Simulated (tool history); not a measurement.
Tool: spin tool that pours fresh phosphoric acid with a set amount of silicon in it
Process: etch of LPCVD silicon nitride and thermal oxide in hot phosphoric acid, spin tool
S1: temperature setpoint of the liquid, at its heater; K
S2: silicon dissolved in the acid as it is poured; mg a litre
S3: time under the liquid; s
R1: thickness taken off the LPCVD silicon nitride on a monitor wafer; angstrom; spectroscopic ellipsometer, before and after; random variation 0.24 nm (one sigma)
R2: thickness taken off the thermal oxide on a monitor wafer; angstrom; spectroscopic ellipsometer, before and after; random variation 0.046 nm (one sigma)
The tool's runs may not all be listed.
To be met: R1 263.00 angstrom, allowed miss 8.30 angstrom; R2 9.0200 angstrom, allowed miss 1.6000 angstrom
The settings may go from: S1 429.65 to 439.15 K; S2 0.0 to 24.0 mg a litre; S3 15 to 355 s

Run 1, day 0.000: S1 434.15 K, S2 10.5 mg a litre, S3 180 s. Result: R1 179.30 angstrom, R2 4.5394 angstrom.
Run 2, day 0.125: S1 435.15 K, S2 8.5 mg a litre, S3 195 s. Result: R1 204.28 angstrom, R2 5.4312 angstrom.
Run 3, day 0.425: S1 436.15 K, S2 6.0 mg a litre, S3 200 s. Result: R1 214.82 angstrom, R2 6.2304 angstrom.
Run 4, day 0.762: S1 436.15 K, S2 6.0 mg a litre, S3 150 s. Result: R1 162.06 angstrom, R2 4.7295 angstrom.
Run 5, day 0.942: S1 436.65 K, S2 4.5 mg a litre, S3 170 s. Result: R1 183.47 angstrom, R2 6.0068 angstrom.
Run 6, day 1.242: S1 437.15 K, S2 4.5 mg a litre, S3 185 s. Result: R1 206.73 angstrom, R2 6.7176 angstrom.
At day 1.546: dissolved silicon flow meter replaced.
Run 7, day 1.546: S1 437.65 K, S2 4.5 mg a litre, S3 195 s. Result: R1 217.64 angstrom, R2 6.6961 angstrom.
Run 8, day 1.758: S1 437.65 K, S2 3.5 mg a litre, S3 205 s. Result: R1 233.91 angstrom, R2 7.6461 angstrom.
Run 9, day 1.942: S1 438.15 K, S2 3.0 mg a litre, S3 210 s. Result: R1 240.15 angstrom, R2 8.2318 angstrom.
Run 10, day 2.200: S1 438.15 K, S2 3.0 mg a litre, S3 215 s. Result: R1 246.54 angstrom, R2 8.3532 angstrom.
Run 11, day 2.542: S1 438.15 K, S2 3.0 mg a litre, S3 220 s. Result: R1 247.95 angstrom, R2 8.9028 angstrom.

5 next moves are on the table. One of them brings every result within its allowed miss. Which?
Run A, day 2.883: S1 437.65 K, S2 5.5 mg a litre, S3 235 s. Result: R1 ?, R2 ?.
Run B, day 2.883: S1 438.15 K, S2 5.0 mg a litre, S3 210 s. Result: R1 ?, R2 ?.
Run C, day 2.883: S1 438.65 K, S2 0.0 mg a litre, S3 200 s. Result: R1 ?, R2 ?.
Run D, day 2.883: S1 439.15 K, S2 4.5 mg a litre, S3 205 s. Result: R1 ?, R2 ?.
Run E, day 2.883: S1 439.15 K, S2 0.0 mg a litre, S3 190 s. Result: R1 ?, R2 ?.

move      R1      R2
   A  267.05  8.7456
   B  242.59  8.1856
   C  234.86  8.8912
   D  244.70  8.6753
   E  226.79  8.7570
A: meets every target
B: further off than the last run
C: further off than the last run
D: further off than the last run
E: further off than the last run
Move A is the one to make.
